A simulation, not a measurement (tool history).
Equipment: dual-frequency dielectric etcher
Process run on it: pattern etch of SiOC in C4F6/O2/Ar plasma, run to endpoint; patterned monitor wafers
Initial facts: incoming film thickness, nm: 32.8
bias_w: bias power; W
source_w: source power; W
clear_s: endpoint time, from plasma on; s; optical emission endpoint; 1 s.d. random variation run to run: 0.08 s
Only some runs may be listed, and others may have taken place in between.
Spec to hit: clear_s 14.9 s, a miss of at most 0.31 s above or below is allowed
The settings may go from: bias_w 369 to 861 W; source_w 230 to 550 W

{"run": 1, "hour": 0.0, "bias_w": 615, "source_w": 390, "clear_s": 10.888}
{"run": 2, "hour": 3.5, "bias_w": 564, "source_w": 390, "clear_s": 11.236}
{"run": 3, "hour": 7.4, "bias_w": 564, "source_w": 430, "clear_s": 10.968}
{"run": 4, "hour": 16.0, "bias_w": 632, "source_w": 430, "clear_s": 10.364}
{"run": 5, "hour": 24.2, "bias_w": 678, "source_w": 430, "clear_s": 10.097}
{"run": 6, "hour": 32.8, "bias_w": 727, "source_w": 430, "clear_s": 9.7791}
{"run": 7, "hour": 40.5, "bias_w": 646, "source_w": 380, "clear_s": 10.809}
{"run": 8, "hour": 46.1, "bias_w": 583, "source_w": 350, "clear_s": 11.464}
{"run": 9, "hour": 54.7, "bias_w": 535, "source_w": 320, "clear_s": 12.339}
{"hour": 59.5, "done": "bias power generator calibrated"}
{"run": 10, "hour": 59.5, "bias_w": 499, "source_w": 300, "clear_s": 13.126}
{"run": 11, "hour": 64.2, "bias_w": 472, "source_w": 290, "clear_s": 13.596}
{"run": 12, "hour": 66.6, "bias_w": 451, "source_w": 290, "clear_s": 13.886}
{"run": 13, "hour": 75.3, "bias_w": 435, "source_w": 290, "clear_s": 14.253}
{"run": 14, "hour": 83.4, "bias_w": 426, "source_w": 290, "clear_s": 14.274}
{"run": 15, "hour": 87.5, "bias_w": 417, "source_w": 290, "clear_s": 14.41}
{"run": 16, "hour": 95.8, "bias_w": 410, "source_w": 290, "clear_s": 14.653}
{"run": 17, "hour": 97.7, "bias_w": 407, "source_w": 290, "clear_s": 14.442}

Which one of the following 4 next-run settings gets every result inside its allowed miss? There is exactly one.
{"run": "A", "hour": 99.6, "bias_w": 369, "source_w": 360, "clear_s": "?"}
{"run": "B", "hour": 99.6, "bias_w": 427, "source_w": 280, "clear_s": "?"}
{"run": "C", "hour": 99.6, "bias_w": 435, "source_w": 290, "clear_s": "?"}
{"run": "D", "hour": 99.6, "bias_w": 412, "source_w": 270, "clear_s": "?"}

move=A clear_s=14.173
move=B clear_s=14.496
move=C clear_s=14.216
move=D clear_s=14.897
A: the biggest miss grows against the last run
B: nearer the targets than the last run, but a result is still out of spec
C: the biggest miss grows against the last run
D: every result lands within tolerance
Go with D: it meets all targets.
